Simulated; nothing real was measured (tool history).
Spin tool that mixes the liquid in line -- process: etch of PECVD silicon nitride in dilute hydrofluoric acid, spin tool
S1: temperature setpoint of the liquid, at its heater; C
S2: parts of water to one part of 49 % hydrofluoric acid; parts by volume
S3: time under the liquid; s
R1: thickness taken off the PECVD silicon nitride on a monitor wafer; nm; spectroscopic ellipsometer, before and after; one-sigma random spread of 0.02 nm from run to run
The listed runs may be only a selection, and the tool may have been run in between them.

run	hour	S1	S2	S3	R1
1	0.0	24.0	55	40	1.7530
2	6.9	26.0	50	40	2.1946
3	15.0	27.5	45	40	2.6984
4	19.6	27.5	45	40	2.6951
5	25.5	27.5	45	30	2.0037
6	26.8	28.5	40	30	2.4273
7	33.3	29.5	35	30	2.9243

What does the tool deliver on the next run?
8	42.1	30.0	30	30	?

{"run 8": {"R1": 3.5225}}

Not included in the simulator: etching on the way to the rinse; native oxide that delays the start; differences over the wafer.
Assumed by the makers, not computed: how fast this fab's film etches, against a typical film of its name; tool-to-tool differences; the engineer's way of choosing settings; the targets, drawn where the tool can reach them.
